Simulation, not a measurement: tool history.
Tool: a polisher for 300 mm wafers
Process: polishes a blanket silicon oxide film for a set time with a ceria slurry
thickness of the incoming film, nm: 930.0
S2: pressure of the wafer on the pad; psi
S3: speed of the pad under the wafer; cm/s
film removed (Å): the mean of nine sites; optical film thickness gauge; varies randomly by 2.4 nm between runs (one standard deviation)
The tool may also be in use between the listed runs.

Run 1, hour 0: flow of slurry (ml/min) 210, S2 3.1 psi, S3 136 cm/s, polishing time (s) 63. Result: film removed (Å) 3783.6.
Run 2, hour 5.4: flow of slurry (ml/min) 210, S2 2.7 psi, S3 130 cm/s, polishing time (s) 63. Result: film removed (Å) 3034.5.
Run 3, hour 6.8: flow of slurry (ml/min) 210, S2 2.4 psi, S3 130 cm/s, polishing time (s) 63. Result: film removed (Å) 2739.
Run 4, hour 13.9: flow of slurry (ml/min) 210, S2 2.2 psi, S3 130 cm/s, polishing time (s) 63. Result: film removed (Å) 2541.7.
Run 5, hour 14.9: flow of slurry (ml/min) 210, S2 2 psi, S3 130 cm/s, polishing time (s) 63. Result: film removed (Å) 2316.9.
Run 6, hour 22.2: flow of slurry (ml/min) 210, S2 1.9 psi, S3 130 cm/s, polishing time (s) 63. Result: film removed (Å) 2192.6.
At hour 25.6: head pressure recalibrated.
Run 7, hour 25.6: flow of slurry (ml/min) 210, S2 1.8 psi, S3 130 cm/s, polishing time (s) 63. Result: film removed (Å) 2294.

What will run 8 give?
Run 8, hour 33.2: flow of slurry (ml/min) 210, S2 1.7 psi, S3 128 cm/s, polishing time (s) 63. Result: film removed (Å) ?.

Run 8 yielded film removed (Å) 2121.4.

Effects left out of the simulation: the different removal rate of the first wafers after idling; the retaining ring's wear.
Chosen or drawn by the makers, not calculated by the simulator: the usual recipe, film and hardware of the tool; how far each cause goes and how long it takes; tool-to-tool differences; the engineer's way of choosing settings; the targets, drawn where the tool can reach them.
